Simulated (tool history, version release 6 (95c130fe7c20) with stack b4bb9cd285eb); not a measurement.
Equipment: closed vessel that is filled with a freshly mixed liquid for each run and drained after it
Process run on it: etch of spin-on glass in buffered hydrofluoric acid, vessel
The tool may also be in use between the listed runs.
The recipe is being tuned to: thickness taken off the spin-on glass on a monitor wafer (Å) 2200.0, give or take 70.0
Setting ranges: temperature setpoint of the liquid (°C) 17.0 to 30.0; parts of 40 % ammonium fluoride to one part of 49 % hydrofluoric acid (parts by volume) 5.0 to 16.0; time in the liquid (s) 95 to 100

run	hour	temperature setpoint of the liquid (°C)	parts of 40 % ammonium fluoride to one part of 49 % hydrofluoric acid (parts by volume)	time in the liquid (s)	thickness taken off the spin-on glass on a monitor wafer (Å)
1	0.0	22.0	9.5	95	3272.0
2	2.6	21.0	9.5	95	3114.5
3	3.4	19.5	9.5	95	2816.2
4	4.7	19.5	9.5	100	3022.8
5	7.1	19.0	10.0	100	2847.2
6	11.3	18.5	10.5	100	2588.0
7	14.0	17.5	11.0	100	2339.5
8	16.8	17.0	11.0	100	2277.8

Below are 4 possible settings for the next run. Only one of them brings all results inside the allowed miss of their targets. Which is it?
A	19.6	17.0	10.0	95	?
B	19.6	17.5	11.0	100	?
C	19.6	17.0	11.0	95	?
D	19.6	17.5	10.5	100	?

move	thickness taken off the spin-on glass on a monitor wafer (Å)
A	2395.4
B	2364.2
C	2182.9
D	2474.0
A: moves away from the targets compared with the last run
B: moves away from the targets compared with the last run
C: every result lands within tolerance
D: moves away from the targets compared with the last run
The move that meets every target is C.
